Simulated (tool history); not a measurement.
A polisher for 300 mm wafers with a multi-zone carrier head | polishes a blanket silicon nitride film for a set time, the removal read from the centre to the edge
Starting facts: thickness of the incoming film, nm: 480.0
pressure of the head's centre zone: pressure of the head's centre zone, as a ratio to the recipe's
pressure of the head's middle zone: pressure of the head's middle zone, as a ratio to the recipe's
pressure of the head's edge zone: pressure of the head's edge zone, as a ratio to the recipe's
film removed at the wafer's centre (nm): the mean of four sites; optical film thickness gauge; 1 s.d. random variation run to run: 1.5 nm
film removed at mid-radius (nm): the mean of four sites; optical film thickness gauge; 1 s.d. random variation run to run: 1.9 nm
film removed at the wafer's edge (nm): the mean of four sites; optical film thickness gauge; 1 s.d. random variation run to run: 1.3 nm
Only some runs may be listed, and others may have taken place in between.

run	hour	flow of slurry (ml/min)	pressure of the head's centre zone	pressure of the head's middle zone	pressure of the head's edge zone	polishing time (s)	film removed at the wafer's centre (nm)	film removed at mid-radius (nm)	film removed at the wafer's edge (nm)
1	0	225	1	1	1	80	105.21	109.68	106.88
2	7.6	185	1	1	1	80	102.12	103.6	106.75
3	15.7	185	1	1.04	1	80	101.27	106.05	105.74
4	19.7	185	1	1.04	0.93	80	101.42	107.58	102.04
5	27.6	185	1	0.99	0.93	80	100.63	102.6	102.66
6	31.1	185	1	0.99	0.93	62	78.415	81.278	78.929
7	38.5	200	1	1.03	0.97	72	91.117	95.37	94.531

Run 8, settings as shown, results not yet in. Your forecast:
8	47.4	265	1.02	1.13	0.99	94	?	?	?

film removed at the wafer's centre (nm): 128.18
film removed at mid-radius (nm): 141.58
film removed at the wafer's edge (nm): 127.54
